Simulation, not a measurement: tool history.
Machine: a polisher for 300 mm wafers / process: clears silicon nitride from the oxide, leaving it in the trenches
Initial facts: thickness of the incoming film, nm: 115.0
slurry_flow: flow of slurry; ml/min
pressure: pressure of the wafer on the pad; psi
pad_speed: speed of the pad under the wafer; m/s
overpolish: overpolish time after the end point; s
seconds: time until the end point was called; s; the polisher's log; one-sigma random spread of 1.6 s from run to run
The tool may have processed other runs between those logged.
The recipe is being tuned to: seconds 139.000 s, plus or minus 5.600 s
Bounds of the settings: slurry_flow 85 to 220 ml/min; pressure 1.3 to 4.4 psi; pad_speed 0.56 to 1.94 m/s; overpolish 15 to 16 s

Run 1, day 0.000: slurry_flow 140 ml/min, pressure 2.8 psi, pad_speed 1.24 m/s, overpolish 15 s. Result: seconds 87.554 s.
Run 2, day 0.046: slurry_flow 135 ml/min, pressure 2.5 psi, pad_speed 1.24 m/s, overpolish 15 s. Result: seconds 98.040 s.
Run 3, day 0.192: slurry_flow 130 ml/min, pressure 2.2 psi, pad_speed 1.24 m/s, overpolish 15 s. Result: seconds 108.260 s.
Run 4, day 0.412: slurry_flow 130 ml/min, pressure 2.0 psi, pad_speed 1.24 m/s, overpolish 15 s. Result: seconds 116.210 s.
Run 5, day 0.708: slurry_flow 130 ml/min, pressure 1.9 psi, pad_speed 1.24 m/s, overpolish 15 s. Result: seconds 120.560 s.
Run 6, day 0.992: slurry_flow 130 ml/min, pressure 1.9 psi, pad_speed 1.52 m/s, overpolish 15 s. Result: seconds 99.775 s.
Run 7, day 1.096: slurry_flow 125 ml/min, pressure 1.7 psi, pad_speed 1.48 m/s, overpolish 15 s. Result: seconds 112.460 s.
Run 8, day 1.383: slurry_flow 120 ml/min, pressure 1.6 psi, pad_speed 1.46 m/s, overpolish 15 s. Result: seconds 119.130 s.
Run 9, day 1.642: slurry_flow 115 ml/min, pressure 1.5 psi, pad_speed 1.46 m/s, overpolish 15 s. Result: seconds 127.580 s.
Run 10, day 1.796: slurry_flow 110 ml/min, pressure 1.5 psi, pad_speed 1.46 m/s, overpolish 15 s. Result: seconds 124.930 s.

Consider the 4 candidate settings below. Which is the only one whose results all fall within their allowed miss of target?
Run A, day 1.950: slurry_flow 105 ml/min, pressure 1.8 psi, pad_speed 1.52 m/s, overpolish 15 s. Result: seconds ?.
Run B, day 1.950: slurry_flow 115 ml/min, pressure 2.2 psi, pad_speed 1.36 m/s, overpolish 15 s. Result: seconds ?.
Run C, day 1.950: slurry_flow 120 ml/min, pressure 1.3 psi, pad_speed 1.42 m/s, overpolish 15 s. Result: seconds ?.
Run D, day 1.950: slurry_flow 125 ml/min, pressure 1.6 psi, pad_speed 1.40 m/s, overpolish 15 s. Result: seconds ?.

move  seconds
   A  110.040
   B  103.020
   C  143.220
   D  124.620
A: its largest miss is bigger than the last run's
B: its largest miss is bigger than the last run's
C: meets every target
D: roughly where the last run was
The move that meets every target is C.
